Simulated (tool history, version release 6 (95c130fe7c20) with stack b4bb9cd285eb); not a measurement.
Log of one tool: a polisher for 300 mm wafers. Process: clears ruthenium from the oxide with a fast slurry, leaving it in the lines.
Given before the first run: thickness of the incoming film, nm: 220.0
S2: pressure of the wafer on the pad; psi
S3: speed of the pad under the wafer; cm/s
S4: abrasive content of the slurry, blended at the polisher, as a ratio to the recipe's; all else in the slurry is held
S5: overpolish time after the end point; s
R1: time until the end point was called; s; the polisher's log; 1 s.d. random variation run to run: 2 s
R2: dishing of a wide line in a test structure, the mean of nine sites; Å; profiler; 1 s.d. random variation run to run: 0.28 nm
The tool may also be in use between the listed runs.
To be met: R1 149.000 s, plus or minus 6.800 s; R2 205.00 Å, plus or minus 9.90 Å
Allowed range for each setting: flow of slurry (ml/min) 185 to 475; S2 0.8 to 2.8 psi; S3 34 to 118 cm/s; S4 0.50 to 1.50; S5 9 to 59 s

run 1 day=0.000 | flow_of_slurry_(ml/min)=305 S2=1.8 S3=76 S4=1.00 S5=30 | R1=94.738 R2=435.72
run 2 day=0.129 | flow_of_slurry_(ml/min)=305 S2=1.8 S3=76 S4=1.15 S5=30 | R1=85.072 R2=451.09
run 3 day=0.417 | flow_of_slurry_(ml/min)=350 S2=1.8 S3=76 S4=1.15 S5=30 | R1=86.991 R2=440.94
run 4 day=0.592 | flow_of_slurry_(ml/min)=370 S2=1.6 S3=74 S4=1.20 S5=26 | R1=93.294 R2=385.36
run 5 day=0.654 | flow_of_slurry_(ml/min)=370 S2=1.6 S3=88 S4=1.20 S5=26 | R1=78.077 R2=436.35
run 6 day=0.900 | flow_of_slurry_(ml/min)=370 S2=1.6 S3=78 S4=1.20 S5=26 | R1=87.441 R2=399.58
run 7 day=1.188 | flow_of_slurry_(ml/min)=370 S2=1.5 S3=74 S4=1.20 S5=23 | R1=99.545 R2=354.94
run 8 day=1.321 | flow_of_slurry_(ml/min)=370 S2=1.5 S3=74 S4=1.20 S5=23 | R1=96.953 R2=350.47
run 9 day=1.604 | flow_of_slurry_(ml/min)=370 S2=1.0 S3=64 S4=1.20 S5=9 | R1=147.470 R2=116.34
run 10 day=1.775 | flow_of_slurry_(ml/min)=370 S2=1.0 S3=64 S4=1.20 S5=9 | R1=148.170 R2=117.76
run 11 day=2.050 | flow_of_slurry_(ml/min)=370 S2=1.0 S3=62 S4=1.20 S5=12 | R1=153.090 R2=153.53
run 12 day=2.308 | flow_of_slurry_(ml/min)=380 S2=1.0 S3=60 S4=1.25 S5=13 | R1=154.250 R2=159.36
run 13 day=2.583 | flow_of_slurry_(ml/min)=390 S2=1.0 S3=60 S4=1.25 S5=13 | R1=154.240 R2=160.41
run 14 day=2.758 | flow_of_slurry_(ml/min)=400 S2=1.0 S3=60 S4=1.25 S5=13 | R1=157.540 R2=160.11
run 15 day=3.117 | flow_of_slurry_(ml/min)=410 S2=1.0 S3=60 S4=1.25 S5=13 | R1=150.470 R2=160.11
run 16 day=3.196 | flow_of_slurry_(ml/min)=410 S2=1.0 S3=58 S4=1.30 S5=13 | R1=156.340 R2=156.96

Consider the 5 candidate settings below. Which is the only one whose results all fall within their allowed miss of target?
run A day=3.275 | flow_of_slurry_(ml/min)=320 S2=0.9 S3=64 S4=1.40 S5=17 | R1=? R2=?
run B day=3.275 | flow_of_slurry_(ml/min)=415 S2=1.0 S3=58 S4=1.40 S5=20 | R1=? R2=?
run C day=3.275 | flow_of_slurry_(ml/min)=370 S2=1.2 S3=60 S4=1.05 S5=12 | R1=? R2=?
run D day=3.275 | flow_of_slurry_(ml/min)=410 S2=1.3 S3=44 S4=1.35 S5=21 | R1=? R2=?
run E day=3.275 | flow_of_slurry_(ml/min)=380 S2=1.1 S3=54 S4=1.50 S5=14 | R1=? R2=?

move=A R1=149.440 R2=197.66
move=B R1=151.210 R2=223.32
move=C R1=150.710 R2=145.98
move=D R1=168.400 R2=213.03
move=E R1=148.980 R2=168.42
A: meets every target
B: pushes the last run's worst result past its target
C: further off than the last run
D: corrects the largest miss of the last run, while another result sits out of spec
E: better than the last run, though not everything is in spec
Go with A: it meets all targets.
